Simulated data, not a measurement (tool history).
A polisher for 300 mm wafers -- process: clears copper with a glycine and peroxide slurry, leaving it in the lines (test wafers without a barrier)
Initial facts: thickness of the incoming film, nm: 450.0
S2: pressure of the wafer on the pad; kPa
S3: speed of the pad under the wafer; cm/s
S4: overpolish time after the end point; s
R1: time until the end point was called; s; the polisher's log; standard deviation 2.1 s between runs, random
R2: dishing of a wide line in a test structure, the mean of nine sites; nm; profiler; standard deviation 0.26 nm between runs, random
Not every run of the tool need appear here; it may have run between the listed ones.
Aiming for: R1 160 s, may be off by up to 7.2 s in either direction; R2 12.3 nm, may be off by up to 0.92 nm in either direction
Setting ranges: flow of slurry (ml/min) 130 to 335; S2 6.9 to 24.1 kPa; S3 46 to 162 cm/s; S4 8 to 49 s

Run 1, hour 0: flow of slurry (ml/min) 215, S2 15.2 kPa, S3 104 cm/s, S4 25 s. Result: R1 113.1 s, R2 22.599 nm.
Run 2, hour 4.8: flow of slurry (ml/min) 200, S2 13.8 kPa, S3 108 cm/s, S4 22 s. Result: R1 115.93 s, R2 21.448 nm.
Run 3, hour 8.5: flow of slurry (ml/min) 200, S2 17.2 kPa, S3 108 cm/s, S4 22 s. Result: R1 104.35 s, R2 22.595 nm.
Run 4, hour 15.1: flow of slurry (ml/min) 200, S2 17.2 kPa, S3 108 cm/s, S4 32 s. Result: R1 100.58 s, R2 23.852 nm.
Run 5, hour 18.7: flow of slurry (ml/min) 200, S2 17.2 kPa, S3 90 cm/s, S4 32 s. Result: R1 114.44 s, R2 22.233 nm.
Run 6, hour 26.6: flow of slurry (ml/min) 200, S2 17.2 kPa, S3 90 cm/s, S4 36 s. Result: R1 115.88 s, R2 22.671 nm.
Run 7, hour 27.6: flow of slurry (ml/min) 190, S2 17.2 kPa, S3 82 cm/s, S4 31 s. Result: R1 117.86 s, R2 22.716 nm.
Run 8, hour 29.4: flow of slurry (ml/min) 250, S2 13.1 kPa, S3 108 cm/s, S4 19 s. Result: R1 120.79 s, R2 20.922 nm.
Run 9, hour 31.1: flow of slurry (ml/min) 265, S2 12.4 kPa, S3 106 cm/s, S4 17 s. Result: R1 124.38 s, R2 19.538 nm.
Run 10, hour 38: flow of slurry (ml/min) 275, S2 12.4 kPa, S3 100 cm/s, S4 16 s. Result: R1 127.29 s, R2 19.007 nm.
Run 11, hour 40.3: flow of slurry (ml/min) 285, S2 12.4 kPa, S3 92 cm/s, S4 15 s. Result: R1 131.75 s, R2 19.221 nm.
Run 12, hour 42: flow of slurry (ml/min) 295, S2 11.7 kPa, S3 92 cm/s, S4 14 s. Result: R1 139.08 s, R2 19.474 nm.
Run 13, hour 48.5: flow of slurry (ml/min) 300, S2 11 kPa, S3 94 cm/s, S4 13 s. Result: R1 141.01 s, R2 18.378 nm.
Run 14, hour 53.8: flow of slurry (ml/min) 305, S2 10.3 kPa, S3 96 cm/s, S4 12 s. Result: R1 144 s, R2 16.973 nm.

Below are 4 possible settings for the next run. Only one of them brings all results inside the allowed miss of their targets. Which is it?
Run A, hour 59.1: flow of slurry (ml/min) 330, S2 13.8 kPa, S3 62 cm/s, S4 9 s. Result: R1 ?, R2 ?.
Run B, hour 59.1: flow of slurry (ml/min) 335, S2 8.3 kPa, S3 114 cm/s, S4 11 s. Result: R1 ?, R2 ?.
Run C, hour 59.1: flow of slurry (ml/min) 310, S2 7.6 kPa, S3 108 cm/s, S4 8 s. Result: R1 ?, R2 ?.
Run D, hour 59.1: flow of slurry (ml/min) 320, S2 10.3 kPa, S3 98 cm/s, S4 9 s. Result: R1 ?, R2 ?.

move      R1      R2
   A  147.12  14.379
   B  147.27  16.087
   C  159.22  12.574
   D  141.33  14.601
A: nearer than the last run, and not there yet
B: nearer than the last run, and not there yet
C: in spec on every target
D: nearer than the last run, and not there yet
C is the move that brings every result within its allowed miss.
